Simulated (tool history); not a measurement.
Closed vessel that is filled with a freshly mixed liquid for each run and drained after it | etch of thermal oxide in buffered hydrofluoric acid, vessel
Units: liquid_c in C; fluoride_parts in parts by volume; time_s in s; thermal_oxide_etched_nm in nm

| run | hour | liquid_c | fluoride_parts | time_s | thermal_oxide_etched_nm |
|---|---|---|---|---|---|
| 1 | 0.0 | 24.0 | 13.5 | 95 | 75.339 |
| 2 | 5.6 | 22.0 | 13.5 | 95 | 67.136 |
| 3 | 10.8 | 22.0 | 15.5 | 95 | 58.611 |
| 4 | 18.8 | 25.5 | 15.5 | 95 | 71.172 |
| 5 | 21.7 | 29.0 | 15.5 | 95 | 85.586 |
| 6 | 25.8 | 26.0 | 15.5 | 95 | 72.566 |
| 7 | 28.2 | 28.0 | 15.5 | 95 | 81.483 |
| 8 | 37.4 | 29.5 | 15.5 | 95 | 88.139 |
| 9 | 43.0 | 30.5 | 15.5 | 95 | 92.662 |
| 10 | 51.5 | 31.0 | 15.5 | 95 | 95.231 |

The next listed run, before its measurement:
| 11 | 58.2 | 31.5 | 15.5 | 95 | ? |

{"run 11": {"thermal_oxide_etched_nm": 97.316}}

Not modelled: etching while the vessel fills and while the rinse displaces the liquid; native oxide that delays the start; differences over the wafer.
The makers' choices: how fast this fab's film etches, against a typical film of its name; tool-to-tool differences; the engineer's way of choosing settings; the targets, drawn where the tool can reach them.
